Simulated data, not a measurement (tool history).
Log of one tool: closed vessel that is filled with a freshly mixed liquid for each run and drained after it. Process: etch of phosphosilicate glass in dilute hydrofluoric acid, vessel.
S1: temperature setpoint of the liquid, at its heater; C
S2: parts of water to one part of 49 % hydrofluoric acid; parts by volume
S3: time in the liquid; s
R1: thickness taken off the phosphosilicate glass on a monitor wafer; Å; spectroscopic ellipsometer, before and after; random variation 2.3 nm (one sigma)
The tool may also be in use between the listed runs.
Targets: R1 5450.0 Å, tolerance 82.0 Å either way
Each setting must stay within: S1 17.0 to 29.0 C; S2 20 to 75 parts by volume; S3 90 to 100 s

run	hour	S1	S2	S3	R1
1	0.0	21.0	45	90	2895.8
2	6.3	21.0	45	100	3234.3
3	14.0	21.0	30	100	4973.0
4	21.5	21.5	30	100	5062.1
5	27.1	21.5	25	100	6092.3
6	33.8	21.5	20	100	7636.5
7	37.6	21.5	20	100	7664.8
# hour 41.5: thermometer replaced
8	41.5	21.0	20	100	8169.1
9	43.8	22.0	20	100	8465.5
10	45.9	18.0	35	100	4022.8
11	48.2	19.0	35	100	4157.0
12	55.5	20.0	35	100	4365.1
13	61.8	21.0	35	100	4550.7
14	68.5	21.5	35	100	4692.8
15	75.4	22.0	35	100	4745.6
16	83.6	22.5	35	100	4857.0

Next run, 4 choices. One meets every target within its allowed miss, the rest don't. Which?
A	91.8	21.5	30	100	?
B	91.8	19.0	30	90	?
C	91.8	20.5	30	100	?
D	91.8	22.5	30	100	?

move	R1
A	5437.9
B	4395.1
C	5210.2
D	5673.8
A: in spec on every target
B: lands further from the targets than the last run did
C: gains on the last run, yet a result remains outside its allowed miss
D: pushes the last run's worst result past its target
A meets every target.
